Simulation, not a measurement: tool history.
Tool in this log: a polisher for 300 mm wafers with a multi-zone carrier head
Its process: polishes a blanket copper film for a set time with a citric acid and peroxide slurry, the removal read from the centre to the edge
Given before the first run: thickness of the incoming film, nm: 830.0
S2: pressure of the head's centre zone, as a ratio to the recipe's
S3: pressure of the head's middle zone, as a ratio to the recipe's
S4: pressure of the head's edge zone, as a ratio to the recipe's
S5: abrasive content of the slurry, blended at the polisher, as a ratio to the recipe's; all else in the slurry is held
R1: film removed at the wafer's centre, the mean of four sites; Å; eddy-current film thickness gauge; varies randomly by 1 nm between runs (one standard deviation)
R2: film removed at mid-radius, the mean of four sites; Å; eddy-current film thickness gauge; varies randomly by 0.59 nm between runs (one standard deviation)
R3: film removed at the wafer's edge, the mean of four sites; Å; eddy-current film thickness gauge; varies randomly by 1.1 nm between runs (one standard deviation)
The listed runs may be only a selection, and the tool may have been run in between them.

run 1 day=0.000 | flow_of_slurry_(ml/min)=125 S2=1.00 S3=1.00 S4=1.00 S5=1.00 polishing_time_(s)=36 | R1=766.63 R2=761.66 R3=785.19
run 2 day=0.042 | flow_of_slurry_(ml/min)=125 S2=1.00 S3=1.00 S4=1.00 S5=1.00 polishing_time_(s)=32 | R1=672.08 R2=672.74 R3=697.95
run 3 day=0.104 | flow_of_slurry_(ml/min)=100 S2=1.00 S3=1.00 S4=1.00 S5=1.00 polishing_time_(s)=32 | R1=645.15 R2=645.04 R3=668.82
run 4 day=0.200 | flow_of_slurry_(ml/min)=100 S2=1.00 S3=1.00 S4=1.00 S5=1.00 polishing_time_(s)=25 | R1=505.08 R2=506.25 R3=518.80
run 5 day=0.375 | flow_of_slurry_(ml/min)=100 S2=1.00 S3=1.00 S4=1.06 S5=1.00 polishing_time_(s)=25 | R1=515.56 R2=501.76 R3=539.44
run 6 day=0.671 | flow_of_slurry_(ml/min)=100 S2=1.00 S3=1.00 S4=1.00 S5=1.00 polishing_time_(s)=25 | R1=510.11 R2=507.69 R3=524.06

What will run 7 give?
run 7 day=0.862 | flow_of_slurry_(ml/min)=120 S2=1.05 S3=1.00 S4=1.05 S5=1.15 polishing_time_(s)=28 | R1=? R2=? R3=?

R1: 646.26 Å
R2: 610.62 Å
R3: 638.11 Å
